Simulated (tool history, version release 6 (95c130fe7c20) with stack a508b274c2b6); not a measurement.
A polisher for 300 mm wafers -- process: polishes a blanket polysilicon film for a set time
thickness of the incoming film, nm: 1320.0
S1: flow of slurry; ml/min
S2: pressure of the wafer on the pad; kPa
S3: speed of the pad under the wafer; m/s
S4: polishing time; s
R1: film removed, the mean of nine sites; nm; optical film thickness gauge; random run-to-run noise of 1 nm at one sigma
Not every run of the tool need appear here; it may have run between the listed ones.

{"run": 1, "hour": 0.0, "S1": 155, "S2": 15.9, "S3": 0.84, "S4": 73, "R1": 348.78}
{"run": 2, "hour": 1.6, "S1": 155, "S2": 14.5, "S3": 0.84, "S4": 73, "R1": 324.25}
{"run": 3, "hour": 4.1, "S1": 130, "S2": 14.5, "S3": 0.84, "S4": 73, "R1": 313.98}
{"run": 4, "hour": 9.3, "S1": 155, "S2": 14.5, "S3": 0.84, "S4": 73, "R1": 329}
{"run": 5, "hour": 10.0, "S1": 140, "S2": 11.7, "S3": 0.76, "S4": 73, "R1": 248.81}
{"run": 6, "hour": 18.1, "S1": 140, "S2": 8.3, "S3": 0.76, "S4": 73, "R1": 201.31}
{"run": 7, "hour": 21.9, "S1": 130, "S2": 7.6, "S3": 0.72, "S4": 73, "R1": 179.44}
{"run": 8, "hour": 30.8, "S1": 120, "S2": 7.6, "S3": 0.7, "S4": 73, "R1": 170.94}
{"run": 9, "hour": 37.5, "S1": 120, "S2": 7.6, "S3": 0.7, "S4": 73, "R1": 169.79}
{"run": 10, "hour": 42.0, "S1": 115, "S2": 7.6, "S3": 0.7, "S4": 73, "R1": 170.32}
{"run": 11, "hour": 48.7, "S1": 110, "S2": 7.6, "S3": 0.68, "S4": 73, "R1": 163.95}

For run 12, what comes out?
{"run": 12, "hour": 49.6, "S1": 105, "S2": 7.6, "S3": 0.68, "S4": 73, "R1": "?"}

Run 12 gave R1 162.08 nm.

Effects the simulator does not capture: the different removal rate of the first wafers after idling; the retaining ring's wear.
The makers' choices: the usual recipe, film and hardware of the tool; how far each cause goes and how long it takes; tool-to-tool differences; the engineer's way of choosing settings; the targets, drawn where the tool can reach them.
